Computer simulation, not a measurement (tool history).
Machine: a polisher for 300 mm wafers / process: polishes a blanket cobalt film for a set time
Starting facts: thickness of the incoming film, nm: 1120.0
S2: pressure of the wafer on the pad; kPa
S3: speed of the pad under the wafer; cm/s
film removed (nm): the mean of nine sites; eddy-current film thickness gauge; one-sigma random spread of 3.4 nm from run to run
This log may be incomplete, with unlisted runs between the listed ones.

{"run": 1, "day": 0.0, "flow of slurry (ml/min)": 200, "S2": 13.8, "S3": 108, "polishing time (s)": 87, "film removed (nm)": 423.28}
{"run": 2, "day": 0.146, "flow of slurry (ml/min)": 200, "S2": 12.4, "S3": 108, "polishing time (s)": 87, "film removed (nm)": 375.81}
{"run": 3, "day": 0.212, "flow of slurry (ml/min)": 200, "S2": 15.9, "S3": 108, "polishing time (s)": 87, "film removed (nm)": 497.6}
{"run": 4, "day": 0.342, "flow of slurry (ml/min)": 200, "S2": 15.9, "S3": 108, "polishing time (s)": 87, "film removed (nm)": 480.68}
{"run": 5, "day": 0.592, "flow of slurry (ml/min)": 200, "S2": 13.8, "S3": 106, "polishing time (s)": 87, "film removed (nm)": 416.01}
{"run": 6, "day": 0.846, "flow of slurry (ml/min)": 200, "S2": 11.7, "S3": 106, "polishing time (s)": 87, "film removed (nm)": 356.71}

Estimate the outcome of run 7 from the log above:
{"run": 7, "day": 1.079, "flow of slurry (ml/min)": 200, "S2": 11, "S3": 106, "polishing time (s)": 87, "film removed (nm)": "?"}

For run 7 the tool returned film removed (nm) 335.71.
